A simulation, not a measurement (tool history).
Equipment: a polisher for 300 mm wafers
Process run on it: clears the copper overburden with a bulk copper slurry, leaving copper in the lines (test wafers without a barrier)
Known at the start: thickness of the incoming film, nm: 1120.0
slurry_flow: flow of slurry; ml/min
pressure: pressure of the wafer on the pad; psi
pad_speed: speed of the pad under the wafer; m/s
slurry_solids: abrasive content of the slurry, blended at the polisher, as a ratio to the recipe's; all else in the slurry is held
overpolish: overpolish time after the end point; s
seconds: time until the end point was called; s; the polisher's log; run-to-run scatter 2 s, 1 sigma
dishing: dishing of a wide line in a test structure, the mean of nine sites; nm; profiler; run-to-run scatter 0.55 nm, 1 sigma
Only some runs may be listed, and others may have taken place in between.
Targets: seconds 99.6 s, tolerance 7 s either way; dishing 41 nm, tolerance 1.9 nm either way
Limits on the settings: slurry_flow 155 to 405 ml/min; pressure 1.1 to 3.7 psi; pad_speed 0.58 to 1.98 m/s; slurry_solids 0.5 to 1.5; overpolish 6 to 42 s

run,hour,slurry_flow,pressure,pad_speed,slurry_solids,overpolish,seconds,dishing
1,0,260,2.4,1.28,1,21,111.4,87.099
2,4.1,260,2,1.28,1,21,130.95,75.18
3,6,260,2,1.28,1,14,131.2,59.254
4,12.6,265,1.9,1.38,1,13,132.81,56.094
5,13.9,285,1.8,1.46,1.05,12,128.4,52.926
6,18.3,250,1.8,1.46,1.05,12,132.24,54.309
7,23.1,270,1.7,1.54,1.1,11,132.21,51.087
8,28,290,1.7,1.6,1.05,10,132.29,47.939
9,30.3,305,1.7,1.66,1.1,9,124.93,46.307
10,38.9,305,1.7,1.66,1.1,9,120.22,46.544
11,40.7,315,1.7,1.68,1.1,9,121.43,45.923
12,49.6,385,1.2,1.98,1.35,6,141.98,29.308
13,51.6,375,1.3,1.98,1.35,6,131.13,31.811
14,53,370,1.4,1.98,1.35,6,123.18,33.703
15,54.9,365,1.4,1.98,1.35,6,119.67,33.429
16,58.3,350,1.4,1.98,1.35,6,122.78,33.122
17,59.3,350,1.5,1.98,1.35,6,112.71,35.008
18,67.4,350,1.8,1.96,1.35,10,97.64,59.652
19,72.7,405,1.5,1.98,1.5,6,107.41,35.735
20,80.6,405,1.6,1.96,1.45,6,105.85,37.824

Exercise: of the 4 proposed moves below, exactly one satisfies all targets within the stated allowed misses. Which move is it?
A,88.5,400,1.6,1.8,1.5,6,?,?
B,88.5,385,2,1.98,1.45,6,?,?
C,88.5,405,2.3,1.72,1.4,6,?,?
D,88.5,365,1.8,1.94,1.25,6,?,?

move,seconds,dishing
A,111.27,36.098
B,84.347,45.616
C,82.426,47
D,98.467,40.135
A: misses by more than the last run did
B: moves the result that the last run missed by most past its target, out the other side
C: moves the result that the last run missed by most past its target, out the other side
D: meets every target
Answer: D

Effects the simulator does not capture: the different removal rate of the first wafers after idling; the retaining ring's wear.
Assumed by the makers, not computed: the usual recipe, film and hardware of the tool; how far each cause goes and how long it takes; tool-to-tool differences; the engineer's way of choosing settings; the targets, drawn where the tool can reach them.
